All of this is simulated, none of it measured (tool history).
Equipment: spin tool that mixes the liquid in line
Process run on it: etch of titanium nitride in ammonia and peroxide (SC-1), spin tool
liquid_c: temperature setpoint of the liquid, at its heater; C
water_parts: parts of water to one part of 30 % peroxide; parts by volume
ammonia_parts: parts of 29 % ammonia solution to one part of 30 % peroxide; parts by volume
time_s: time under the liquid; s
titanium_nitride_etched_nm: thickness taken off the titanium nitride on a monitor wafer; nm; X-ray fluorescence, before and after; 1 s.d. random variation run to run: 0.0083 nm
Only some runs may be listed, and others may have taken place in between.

Run 1, hour 0.0: liquid_c 52.0 C, water_parts 9.5 parts by volume, ammonia_parts 0.55 parts by volume, time_s 15 s. Result: titanium_nitride_etched_nm 1.8751 nm.
Run 2, hour 7.1: liquid_c 52.0 C, water_parts 9.5 parts by volume, ammonia_parts 0.55 parts by volume, time_s 15 s. Result: titanium_nitride_etched_nm 1.8731 nm.
Run 3, hour 14.6: liquid_c 56.5 C, water_parts 9.5 parts by volume, ammonia_parts 0.55 parts by volume, time_s 15 s. Result: titanium_nitride_etched_nm 2.5407 nm.
Run 4, hour 18.5: liquid_c 56.5 C, water_parts 12.0 parts by volume, ammonia_parts 0.55 parts by volume, time_s 15 s. Result: titanium_nitride_etched_nm 2.2471 nm.
Run 5, hour 23.7: liquid_c 51.5 C, water_parts 12.0 parts by volume, ammonia_parts 0.55 parts by volume, time_s 15 s. Result: titanium_nitride_etched_nm 1.5963 nm.
Run 6, hour 28.6: liquid_c 52.5 C, water_parts 12.0 parts by volume, ammonia_parts 0.55 parts by volume, time_s 15 s. Result: titanium_nitride_etched_nm 1.7141 nm.
Run 7, hour 37.0: liquid_c 53.0 C, water_parts 12.0 parts by volume, ammonia_parts 0.55 parts by volume, time_s 15 s. Result: titanium_nitride_etched_nm 1.7781 nm.
Run 8, hour 39.9: liquid_c 53.5 C, water_parts 12.0 parts by volume, ammonia_parts 0.55 parts by volume, time_s 15 s. Result: titanium_nitride_etched_nm 1.8393 nm.
Run 9, hour 42.3: liquid_c 54.0 C, water_parts 12.0 parts by volume, ammonia_parts 0.55 parts by volume, time_s 15 s. Result: titanium_nitride_etched_nm 1.8950 nm.

Run 10, settings as shown, results not yet in. Your forecast:
Run 10, hour 43.4: liquid_c 58.5 C, water_parts 12.0 parts by volume, ammonia_parts 0.55 parts by volume, time_s 15 s. Result: titanium_nitride_etched_nm ?.

Run 10 measured titanium_nitride_etched_nm 2.5638 nm.
